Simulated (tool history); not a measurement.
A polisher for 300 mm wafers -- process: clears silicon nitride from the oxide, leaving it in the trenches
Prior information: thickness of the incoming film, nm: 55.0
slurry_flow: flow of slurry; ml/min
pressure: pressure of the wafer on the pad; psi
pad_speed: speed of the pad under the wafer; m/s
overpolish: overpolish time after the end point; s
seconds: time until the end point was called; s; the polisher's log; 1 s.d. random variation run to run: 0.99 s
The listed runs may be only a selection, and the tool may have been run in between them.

| run | day | slurry_flow | pressure | pad_speed | overpolish | seconds |
|---|---|---|---|---|---|---|
| 1 | 0.000 | 190 | 1.6 | 1.28 | 36 | 101.730 |
| 2 | 0.254 | 190 | 1.6 | 1.42 | 36 | 92.562 |
| 3 | 0.592 | 190 | 1.8 | 1.44 | 36 | 80.863 |
| 4 | 0.633 | 165 | 1.8 | 1.44 | 36 | 82.940 |
| 5 | 0.808 | 165 | 1.9 | 1.46 | 36 | 75.711 |
| 6 | 0.917 | 165 | 2.0 | 1.46 | 36 | 72.563 |
| 7 | 1.121 | 165 | 2.1 | 1.46 | 36 | 71.368 |

What will run 8 give?
| 8 | 1.238 | 165 | 2.2 | 1.46 | 36 | ? |

seconds: 66.748 s
